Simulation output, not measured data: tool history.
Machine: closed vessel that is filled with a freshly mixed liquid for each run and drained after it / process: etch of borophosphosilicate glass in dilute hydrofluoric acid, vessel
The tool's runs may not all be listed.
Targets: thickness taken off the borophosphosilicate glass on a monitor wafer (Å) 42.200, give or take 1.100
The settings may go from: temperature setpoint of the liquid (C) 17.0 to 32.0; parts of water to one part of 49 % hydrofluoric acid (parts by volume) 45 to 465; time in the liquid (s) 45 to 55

run    day  temperature setpoint of the liquid (C)  parts of water to one part of 49 % hydrofluoric acid (parts by volume)  time in the liquid (s)  thickness taken off the borophosphosilicate glass on a monitor wafer (Å)
  1  0.000                                    24.0                                                                     255                      55                                                                    95.946
  2  0.300                                    23.0                                                                     275                      55                                                                    84.336
  3  0.354                                    21.0                                                                     275                      55                                                                    78.536
  4  0.483                                    21.0                                                                     275                      45                                                                    64.767
  5  0.858                                    21.0                                                                     275                      55                                                                    78.323
  6  1.108                                    20.5                                                                     290                      55                                                                    71.552
  7  1.312                                    20.0                                                                     305                      55                                                                    67.630
  8  1.688                                    19.5                                                                     320                      55                                                                    61.306
  9  2.058                                    19.0                                                                     330                      55                                                                    57.918

Which of these 4 next moves meets every target?
  A  2.429                                    17.5                                                                     345                      45                                                                         ?
  B  2.429                                    19.0                                                                     385                      45                                                                         ?
  C  2.429                                    17.0                                                                     285                      45                                                                         ?
  D  2.429                                    21.0                                                                     310                      55                                                                         ?

move  thickness taken off the borophosphosilicate glass on a monitor wafer (Å)
   A                                                                    42.531
   B                                                                    38.940
   C                                                                    53.109
   D                                                                    67.701
A: all results in spec
B: carries the result that was furthest off beyond its target, to the other side
C: closer than the last run, but not yet in spec
D: misses by more than the last run did
Answer: A
